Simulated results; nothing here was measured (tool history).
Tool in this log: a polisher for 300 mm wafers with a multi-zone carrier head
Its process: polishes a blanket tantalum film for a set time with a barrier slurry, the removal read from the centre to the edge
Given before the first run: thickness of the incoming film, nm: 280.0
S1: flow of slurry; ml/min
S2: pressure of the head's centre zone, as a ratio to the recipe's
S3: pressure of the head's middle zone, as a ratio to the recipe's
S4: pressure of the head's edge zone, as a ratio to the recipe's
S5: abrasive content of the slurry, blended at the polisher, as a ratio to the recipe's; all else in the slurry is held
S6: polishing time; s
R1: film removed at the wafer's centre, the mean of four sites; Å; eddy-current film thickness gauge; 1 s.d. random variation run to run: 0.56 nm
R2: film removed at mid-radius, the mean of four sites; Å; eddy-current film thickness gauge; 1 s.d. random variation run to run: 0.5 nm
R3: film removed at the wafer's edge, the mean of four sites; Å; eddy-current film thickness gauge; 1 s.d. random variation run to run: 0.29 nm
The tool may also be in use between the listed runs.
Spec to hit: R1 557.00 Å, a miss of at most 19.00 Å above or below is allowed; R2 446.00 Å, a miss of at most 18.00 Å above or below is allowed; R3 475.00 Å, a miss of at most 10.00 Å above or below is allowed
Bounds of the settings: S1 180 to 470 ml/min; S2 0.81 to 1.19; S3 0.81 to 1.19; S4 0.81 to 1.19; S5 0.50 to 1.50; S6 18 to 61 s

run,hour,S1,S2,S3,S4,S5,S6,R1,R2,R3
1,0.0,300,1.00,1.00,1.00,1.00,39,923.18,906.64,901.00
2,2.7,295,1.01,0.97,0.97,0.90,35,800.07,777.28,748.22
3,4.2,295,1.01,0.97,0.97,0.80,35,768.04,721.57,730.43
4,8.4,290,1.02,0.94,0.94,0.75,33,711.09,668.03,655.04
5,12.2,290,0.94,0.94,0.94,0.75,33,654.85,677.40,659.03
6,17.1,285,0.97,0.91,0.93,0.70,31,617.52,584.06,597.84
7,17.8,275,0.98,0.89,0.90,0.65,31,591.42,562.47,571.92
8,22.3,270,1.01,0.87,0.88,0.60,31,604.21,523.87,542.79
9,24.6,260,1.01,0.86,0.86,0.60,31,583.25,516.84,532.17
10,30.9,250,1.02,0.85,0.85,0.60,31,590.24,515.81,532.47
11,35.3,250,1.03,0.84,0.85,0.60,31,610.32,514.80,535.04
12,38.0,250,1.03,0.83,0.85,0.60,30,578.50,504.26,512.06
13,46.4,255,1.04,0.83,0.85,0.60,30,593.25,494.66,514.25

Exactly one of the 5 candidate moves below puts every result within its allowed miss. Which one?
A,54.8,185,1.07,0.81,0.82,0.50,32,?,?,?
B,54.8,330,1.17,0.95,0.81,0.65,25,?,?,?
C,54.8,265,1.13,0.81,0.84,0.60,26,?,?,?
D,54.8,220,0.98,0.81,0.93,0.50,33,?,?,?
E,54.8,240,1.05,0.81,0.99,0.50,33,?,?,?

move,R1,R2,R3
A,563.67,451.42,473.22
B,599.07,487.56,442.93
C,564.53,424.97,444.00
D,550.31,479.90,528.20
E,598.43,485.87,549.31
A: meets every target
B: carries the result that was furthest off beyond its target, to the other side
C: carries the result that was furthest off beyond its target, to the other side
D: lands further from the targets than the last run did
E: lands further from the targets than the last run did
A meets every target.

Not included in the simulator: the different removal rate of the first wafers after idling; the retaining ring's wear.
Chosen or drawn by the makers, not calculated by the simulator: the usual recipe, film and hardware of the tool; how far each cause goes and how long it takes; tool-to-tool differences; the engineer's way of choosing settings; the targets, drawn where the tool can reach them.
